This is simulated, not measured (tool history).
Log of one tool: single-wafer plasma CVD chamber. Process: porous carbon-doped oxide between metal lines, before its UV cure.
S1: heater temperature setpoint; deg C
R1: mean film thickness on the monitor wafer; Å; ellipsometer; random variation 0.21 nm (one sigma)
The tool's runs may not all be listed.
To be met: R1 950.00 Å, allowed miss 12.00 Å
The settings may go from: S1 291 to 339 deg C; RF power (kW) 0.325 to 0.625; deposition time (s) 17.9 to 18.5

Run 1, hour 0.0: S1 315 deg C, RF power (kW) 0.475, deposition time (s) 17.9. Result: R1 872.83 Å.
Run 2, hour 0.6: S1 325 deg C, RF power (kW) 0.475, deposition time (s) 17.9. Result: R1 836.92 Å.
Run 3, hour 1.6: S1 325 deg C, RF power (kW) 0.475, deposition time (s) 18.5. Result: R1 861.11 Å.
Run 4, hour 6.3: S1 320 deg C, RF power (kW) 0.475, deposition time (s) 18.5. Result: R1 882.23 Å.
Run 5, hour 12.4: S1 316 deg C, RF power (kW) 0.475, deposition time (s) 18.5. Result: R1 901.75 Å.
Run 6, hour 17.1: S1 313 deg C, RF power (kW) 0.475, deposition time (s) 18.5. Result: R1 910.09 Å.
Run 7, hour 19.2: S1 311 deg C, RF power (kW) 0.475, deposition time (s) 18.5. Result: R1 921.00 Å.
Run 8, hour 26.6: S1 309 deg C, RF power (kW) 0.475, deposition time (s) 18.5. Result: R1 932.33 Å.
Run 9, hour 31.2: S1 308 deg C, RF power (kW) 0.475, deposition time (s) 18.5. Result: R1 936.09 Å.

Which of these 4 next moves meets every target?
Run A, hour 35.8: S1 310 deg C, RF power (kW) 0.475, deposition time (s) 18.4. Result: R1 ?.
Run B, hour 35.8: S1 311 deg C, RF power (kW) 0.475, deposition time (s) 18.4. Result: R1 ?.
Run C, hour 35.8: S1 309 deg C, RF power (kW) 0.480, deposition time (s) 18.1. Result: R1 ?.
Run D, hour 35.8: S1 317 deg C, RF power (kW) 0.535, deposition time (s) 17.9. Result: R1 ?.

move      R1
   A  920.15
   B  915.63
   C  918.05
   D  952.20
A: further off than the last run
B: further off than the last run
C: further off than the last run
D: meets every target
The right move is D.
